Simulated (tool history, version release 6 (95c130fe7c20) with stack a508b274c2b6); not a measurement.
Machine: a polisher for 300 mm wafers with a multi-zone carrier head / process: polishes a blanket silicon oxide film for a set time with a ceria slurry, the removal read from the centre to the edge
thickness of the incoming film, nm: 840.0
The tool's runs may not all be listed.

run,hour,flow of slurry (ml/min),pressure of the head's centre zone,pressure of the head's middle zone,pressure of the head's edge zone,polishing time (s),film removed at the wafer's centre (nm),film removed at mid-radius (nm),film removed at the wafer's edge (nm)
1,0.0,235,1.00,1.00,1.00,39,208.34,203.39,209.20
2,1.3,235,1.00,1.00,0.92,39,210.83,203.69,202.12
3,6.2,235,1.00,1.00,0.92,33,175.44,171.18,170.95
4,14.4,280,1.00,1.00,0.92,33,181.80,172.69,172.26
5,19.2,270,1.02,1.00,0.98,36,203.14,188.31,194.32
6,27.9,265,1.04,1.01,1.03,38,216.03,200.72,206.27
7,31.0,270,1.05,1.00,1.07,40,230.09,208.60,224.21
8,38.5,280,1.06,1.01,1.10,41,243.55,218.53,231.77

For run 9, what comes out?
9,45.0,285,1.06,1.01,1.12,42,?,?,?

Run 9 came out at film removed at the wafer's centre (nm) 242.30, film removed at mid-radius (nm) 223.44, film removed at the wafer's edge (nm) 238.80.

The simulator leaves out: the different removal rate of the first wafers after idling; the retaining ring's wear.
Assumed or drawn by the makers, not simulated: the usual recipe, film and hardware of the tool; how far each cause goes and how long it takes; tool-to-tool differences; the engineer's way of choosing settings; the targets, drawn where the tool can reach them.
